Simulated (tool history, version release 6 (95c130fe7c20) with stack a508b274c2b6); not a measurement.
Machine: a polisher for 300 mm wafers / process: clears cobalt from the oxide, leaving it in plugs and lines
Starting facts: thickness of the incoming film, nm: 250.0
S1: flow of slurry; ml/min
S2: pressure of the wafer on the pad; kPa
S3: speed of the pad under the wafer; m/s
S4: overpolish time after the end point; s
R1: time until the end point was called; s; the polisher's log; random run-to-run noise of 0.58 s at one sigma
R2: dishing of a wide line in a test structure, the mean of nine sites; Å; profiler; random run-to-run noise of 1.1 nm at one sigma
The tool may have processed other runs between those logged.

{"run": 1, "hour": 0.0, "S1": 185, "S2": 10.3, "S3": 1.16, "S4": 18, "R1": 51.827, "R2": 558.45}
{"run": 2, "hour": 2.2, "S1": 185, "S2": 10.3, "S3": 1.16, "S4": 15, "R1": 53.341, "R2": 508.28}
{"run": 3, "hour": 4.9, "S1": 185, "S2": 9.0, "S3": 1.16, "S4": 15, "R1": 59.095, "R2": 480.52}
{"run": 4, "hour": 8.9, "S1": 185, "S2": 9.7, "S3": 1.16, "S4": 16, "R1": 56.106, "R2": 502.81}
{"run": 5, "hour": 9.8, "S1": 215, "S2": 9.7, "S3": 1.16, "S4": 16, "R1": 54.837, "R2": 517.2}
{"run": 6, "hour": 17.4, "S1": 215, "S2": 9.7, "S3": 1.04, "S4": 16, "R1": 60.183, "R2": 492.85}
{"run": 7, "hour": 20.5, "S1": 215, "S2": 10.3, "S3": 1.04, "S4": 17, "R1": 56.948, "R2": 526.95}
{"run": 8, "hour": 22.7, "S1": 215, "S2": 11.0, "S3": 1.04, "S4": 17, "R1": 54.1, "R2": 549.77}

The next listed run, before its measurement:
{"run": 9, "hour": 31.7, "S1": 215, "S2": 11.7, "S3": 1.04, "S4": 17, "R1": "?", "R2": "?"}

{"run 9": {"R1": 49.798, "R2": 557.85}}
